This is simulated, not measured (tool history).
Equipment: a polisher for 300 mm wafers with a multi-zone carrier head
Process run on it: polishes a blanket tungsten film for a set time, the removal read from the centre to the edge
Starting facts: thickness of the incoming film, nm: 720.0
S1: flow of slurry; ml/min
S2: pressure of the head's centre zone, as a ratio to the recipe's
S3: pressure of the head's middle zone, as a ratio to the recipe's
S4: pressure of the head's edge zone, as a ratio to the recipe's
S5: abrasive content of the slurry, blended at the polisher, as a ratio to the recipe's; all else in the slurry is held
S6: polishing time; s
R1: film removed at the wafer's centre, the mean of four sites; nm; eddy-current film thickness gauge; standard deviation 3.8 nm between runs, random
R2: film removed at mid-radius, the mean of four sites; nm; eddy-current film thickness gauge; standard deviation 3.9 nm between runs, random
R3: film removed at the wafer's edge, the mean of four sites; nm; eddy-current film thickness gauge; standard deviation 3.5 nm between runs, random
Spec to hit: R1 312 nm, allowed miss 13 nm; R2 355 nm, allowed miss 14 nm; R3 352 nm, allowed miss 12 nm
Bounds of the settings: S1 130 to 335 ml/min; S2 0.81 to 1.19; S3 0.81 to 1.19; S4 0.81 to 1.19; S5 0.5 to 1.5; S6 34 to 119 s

{"run": 1, "hour": 0.0, "S1": 215, "S2": 1, "S3": 1, "S4": 1, "S5": 1, "S6": 76, "R1": 206.4, "R2": 213.33, "R3": 211.06}
{"run": 2, "hour": 0.6, "S1": 220, "S2": 1, "S3": 1.01, "S4": 1.02, "S5": 1.1, "S6": 80, "R1": 221.2, "R2": 223.17, "R3": 231.16}
{"run": 3, "hour": 6.2, "S1": 225, "S2": 0.99, "S3": 1.03, "S4": 1.02, "S5": 1.15, "S6": 84, "R1": 232.82, "R2": 245.95, "R3": 243.9}
{"run": 4, "hour": 11.9, "S1": 225, "S2": 0.99, "S3": 1.05, "S4": 1.04, "S5": 1.2, "S6": 87, "R1": 247.79, "R2": 259.91, "R3": 255.38}
{"run": 5, "hour": 19.5, "S1": 230, "S2": 0.98, "S3": 1.06, "S4": 1.05, "S5": 1.25, "S6": 90, "R1": 251.42, "R2": 273.99, "R3": 266.87}
{"run": 6, "hour": 22.5, "S1": 230, "S2": 0.98, "S3": 1.06, "S4": 1.06, "S5": 1.3, "S6": 93, "R1": 262.63, "R2": 286.41, "R3": 277.45}
{"run": 7, "hour": 29.7, "S1": 230, "S2": 0.97, "S3": 1.06, "S4": 1.07, "S5": 1.35, "S6": 96, "R1": 273.18, "R2": 293.14, "R3": 296.89}
{"run": 8, "hour": 31.1, "S1": 235, "S2": 0.97, "S3": 1.07, "S4": 1.08, "S5": 1.35, "S6": 98, "R1": 282.55, "R2": 313.09, "R3": 302.03}
{"run": 9, "hour": 33.1, "S1": 240, "S2": 0.94, "S3": 1.04, "S4": 1.16, "S5": 1.5, "S6": 106, "R1": 308.95, "R2": 328.84, "R3": 346.07}

Exactly one of the 5 candidate moves below puts every result within its allowed miss. Which one?
{"run": "A", "hour": 35.1, "S1": 255, "S2": 1.02, "S3": 1, "S4": 1.16, "S5": 1.45, "S6": 101, "R1": "?", "R2": "?", "R3": "?"}
{"run": "B", "hour": 35.1, "S1": 240, "S2": 1, "S3": 1.03, "S4": 1.14, "S5": 1.5, "S6": 105, "R1": "?", "R2": "?", "R3": "?"}
{"run": "C", "hour": 35.1, "S1": 200, "S2": 0.98, "S3": 0.99, "S4": 1.19, "S5": 1.3, "S6": 109, "R1": "?", "R2": "?", "R3": "?"}
{"run": "D", "hour": 35.1, "S1": 245, "S2": 0.95, "S3": 0.98, "S4": 1.19, "S5": 1.5, "S6": 104, "R1": "?", "R2": "?", "R3": "?"}
{"run": "E", "hour": 35.1, "S1": 210, "S2": 0.94, "S3": 1.06, "S4": 1.1, "S5": 1.5, "S6": 112, "R1": "?", "R2": "?", "R3": "?"}

move=A R1=306.65 R2=312.76 R3=327.72
move=B R1=313.67 R2=333.31 R3=338.02
move=C R1=302.07 R2=316.29 R3=341.56
move=D R1=299.54 R2=317.42 R3=343.27
move=E R1=312.7 R2=357.71 R3=348.98
A: moves away from the targets compared with the last run
B: closes in on the targets versus the last run, not all within tolerance yet
C: moves away from the targets compared with the last run
D: moves away from the targets compared with the last run
E: hits every target within its allowed miss
Move E is the one to make.

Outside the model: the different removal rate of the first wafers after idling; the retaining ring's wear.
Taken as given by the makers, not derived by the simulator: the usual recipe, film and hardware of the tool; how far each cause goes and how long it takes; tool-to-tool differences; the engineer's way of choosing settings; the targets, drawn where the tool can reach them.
